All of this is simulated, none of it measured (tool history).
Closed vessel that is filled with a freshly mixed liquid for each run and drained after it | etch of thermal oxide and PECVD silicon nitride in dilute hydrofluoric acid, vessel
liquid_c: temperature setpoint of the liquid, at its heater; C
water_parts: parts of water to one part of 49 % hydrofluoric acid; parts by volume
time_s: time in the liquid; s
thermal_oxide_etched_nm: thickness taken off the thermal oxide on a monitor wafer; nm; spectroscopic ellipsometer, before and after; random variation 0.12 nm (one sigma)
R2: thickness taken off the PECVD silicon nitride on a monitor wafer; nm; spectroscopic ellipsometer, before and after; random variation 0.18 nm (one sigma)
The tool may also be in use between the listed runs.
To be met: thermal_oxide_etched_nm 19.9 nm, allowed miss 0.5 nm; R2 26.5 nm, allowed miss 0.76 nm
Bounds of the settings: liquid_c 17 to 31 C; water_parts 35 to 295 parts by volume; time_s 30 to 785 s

{"run": 1, "hour": 0.0, "liquid_c": 23, "water_parts": 165, "time_s": 400, "thermal_oxide_etched_nm": 10.542, "R2": 13.93}
{"run": 2, "hour": 1.3, "liquid_c": 23.5, "water_parts": 150, "time_s": 395, "thermal_oxide_etched_nm": 11.774, "R2": 15.276}
{"run": 3, "hour": 10.6, "liquid_c": 23.5, "water_parts": 150, "time_s": 525, "thermal_oxide_etched_nm": 15.794, "R2": 20.601}
{"run": 4, "hour": 19.2, "liquid_c": 23.5, "water_parts": 195, "time_s": 525, "thermal_oxide_etched_nm": 11.597, "R2": 15.755}
{"run": 5, "hour": 21.7, "liquid_c": 23.5, "water_parts": 195, "time_s": 425, "thermal_oxide_etched_nm": 9.3523, "R2": 12.7}
{"run": 6, "hour": 23.9, "liquid_c": 23.5, "water_parts": 240, "time_s": 425, "thermal_oxide_etched_nm": 7.2557, "R2": 10.367}
{"run": 7, "hour": 26.2, "liquid_c": 24, "water_parts": 215, "time_s": 420, "thermal_oxide_etched_nm": 8.3324, "R2": 11.652}
{"run": 8, "hour": 35.6, "liquid_c": 28, "water_parts": 150, "time_s": 400, "thermal_oxide_etched_nm": 14.322, "R2": 20.738}
{"run": 9, "hour": 36.8, "liquid_c": 28, "water_parts": 140, "time_s": 395, "thermal_oxide_etched_nm": 15.306, "R2": 22.12}
{"run": 10, "hour": 43.6, "liquid_c": 28, "water_parts": 130, "time_s": 390, "thermal_oxide_etched_nm": 16.596, "R2": 23.317}
{"run": 11, "hour": 46.1, "liquid_c": 28, "water_parts": 125, "time_s": 385, "thermal_oxide_etched_nm": 17.037, "R2": 24.298}
{"run": 12, "hour": 49.5, "liquid_c": 28, "water_parts": 120, "time_s": 380, "thermal_oxide_etched_nm": 17.589, "R2": 24.932}
{"run": 13, "hour": 58.3, "liquid_c": 28, "water_parts": 115, "time_s": 375, "thermal_oxide_etched_nm": 18.436, "R2": 25.459}
{"run": 14, "hour": 66.7, "liquid_c": 28, "water_parts": 110, "time_s": 370, "thermal_oxide_etched_nm": 18.874, "R2": 26.551}

5 next moves are on the table. One of them brings every result within its allowed miss. Which?
{"run": "A", "hour": 75.1, "liquid_c": 27.5, "water_parts": 135, "time_s": 475, "thermal_oxide_etched_nm": "?", "R2": "?"}
{"run": "B", "hour": 75.1, "liquid_c": 26, "water_parts": 125, "time_s": 450, "thermal_oxide_etched_nm": "?", "R2": "?"}
{"run": "C", "hour": 75.1, "liquid_c": 31, "water_parts": 125, "time_s": 365, "thermal_oxide_etched_nm": "?", "R2": "?"}
{"run": "D", "hour": 75.1, "liquid_c": 25, "water_parts": 110, "time_s": 420, "thermal_oxide_etched_nm": "?", "R2": "?"}
{"run": "E", "hour": 75.1, "liquid_c": 26, "water_parts": 130, "time_s": 505, "thermal_oxide_etched_nm": "?", "R2": "?"}

move=A thermal_oxide_etched_nm=18.948 R2=26.478
move=B thermal_oxide_etched_nm=18.551 R2=24.626
move=C thermal_oxide_etched_nm=18.126 R2=27.336
move=D thermal_oxide_etched_nm=19.286 R2=24.463
move=E thermal_oxide_etched_nm=19.894 R2=26.577
A: nearer than the last run, and not there yet
B: further off than the last run
C: further off than the last run
D: further off than the last run
E: meets every target
Move E is the one to make.
